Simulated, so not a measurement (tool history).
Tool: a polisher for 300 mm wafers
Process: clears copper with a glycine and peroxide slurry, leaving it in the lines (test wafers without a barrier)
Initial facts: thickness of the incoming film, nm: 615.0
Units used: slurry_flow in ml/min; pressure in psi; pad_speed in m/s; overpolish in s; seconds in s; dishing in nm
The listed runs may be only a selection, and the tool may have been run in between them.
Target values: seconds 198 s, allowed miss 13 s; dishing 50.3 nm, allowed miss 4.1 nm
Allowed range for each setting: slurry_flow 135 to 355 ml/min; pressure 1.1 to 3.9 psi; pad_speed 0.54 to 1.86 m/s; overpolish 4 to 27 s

| run | day | slurry_flow | pressure | pad_speed | overpolish | seconds | dishing |
|---|---|---|---|---|---|---|---|
| 1 | 0 | 225 | 2.5 | 1.18 | 14 | 112.32 | 53.054 |
| 2 | 0.367 | 225 | 3.1 | 1.18 | 14 | 91.95 | 63.159 |
| 3 | 0.504 | 225 | 3.1 | 1.34 | 14 | 87.005 | 68.828 |
| 4 | 0.558 | 225 | 2.7 | 1.34 | 14 | 95.846 | 63.473 |
| 5 | 0.904 | 225 | 2.7 | 1.34 | 8 | 96.226 | 39.518 |
| 6 | 1.104 | 220 | 2.3 | 1.24 | 11 | 116.57 | 42.765 |
| 7 | 1.358 | 215 | 2 | 1.18 | 13 | 139.81 | 43.926 |
| 8 | 1.638 | 210 | 1.8 | 1.18 | 14 | 148.93 | 43.022 |
| 9 | 1.933 | 210 | 1.6 | 1.18 | 15 | 166.21 | 40.895 |
| 10 | 2.088 | 210 | 1.5 | 1.16 | 16 | 173.72 | 42.116 |
| 11 | 2.304 | 210 | 1.4 | 1.16 | 17 | 182.26 | 41.573 |
| 12 | 2.329 | 210 | 1.4 | 1.16 | 18 | 180.66 | 44.085 |
| 13 | 2.371 | 210 | 1.4 | 1.16 | 19 | 186.21 | 44.85 |

5 next moves are on the table. One of them brings every result within its allowed miss. Which?
| A | 2.412 | 235 | 1.7 | 1.12 | 14 | ? | ? |
| B | 2.412 | 165 | 1.9 | 0.98 | 20 | ? | ? |
| C | 2.412 | 300 | 1.1 | 1.24 | 23 | ? | ? |
| D | 2.412 | 190 | 1.1 | 1.18 | 21 | ? | ? |
| E | 2.412 | 225 | 1.6 | 1.2 | 14 | ? | ? |

| move | seconds | dishing |
|---|---|---|
| A | 160.93 | 39.354 |
| B | 169.84 | 51.23 |
| C | 201.02 | 48.786 |
| D | 217.1 | 42.579 |
| E | 160.57 | 39.295 |
A: further off than the last run
B: puts the biggest miss on target and leaves a different result outside tolerance
C: every result within its allowed miss
D: further off than the last run
E: further off than the last run
The right move is C.
